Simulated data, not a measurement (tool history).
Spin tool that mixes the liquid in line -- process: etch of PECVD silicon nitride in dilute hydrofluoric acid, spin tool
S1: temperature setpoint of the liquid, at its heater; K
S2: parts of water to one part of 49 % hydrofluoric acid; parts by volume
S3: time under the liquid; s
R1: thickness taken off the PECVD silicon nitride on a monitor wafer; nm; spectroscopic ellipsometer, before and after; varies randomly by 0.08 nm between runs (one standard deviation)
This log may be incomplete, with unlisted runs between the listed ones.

Run 1, hour 0: S1 295.15 K, S2 60 parts by volume, S3 305 s. Result: R1 14.6 nm.
Run 2, hour 2.3: S1 295.15 K, S2 75 parts by volume, S3 305 s. Result: R1 11.828 nm.
Run 3, hour 9.5: S1 295.15 K, S2 75 parts by volume, S3 330 s. Result: R1 12.728 nm.
Run 4, hour 18.5: S1 295.15 K, S2 65 parts by volume, S3 330 s. Result: R1 14.725 nm.
Run 5, hour 27.2: S1 295.65 K, S2 65 parts by volume, S3 330 s. Result: R1 15.094 nm.
Run 6, hour 33: S1 295.65 K, S2 50 parts by volume, S3 330 s. Result: R1 19.565 nm.

What will run 7 give?
Run 7, hour 34.6: S1 295.15 K, S2 50 parts by volume, S3 330 s. Result: R1 ?.

{"run 7": {"R1": 18.933}}

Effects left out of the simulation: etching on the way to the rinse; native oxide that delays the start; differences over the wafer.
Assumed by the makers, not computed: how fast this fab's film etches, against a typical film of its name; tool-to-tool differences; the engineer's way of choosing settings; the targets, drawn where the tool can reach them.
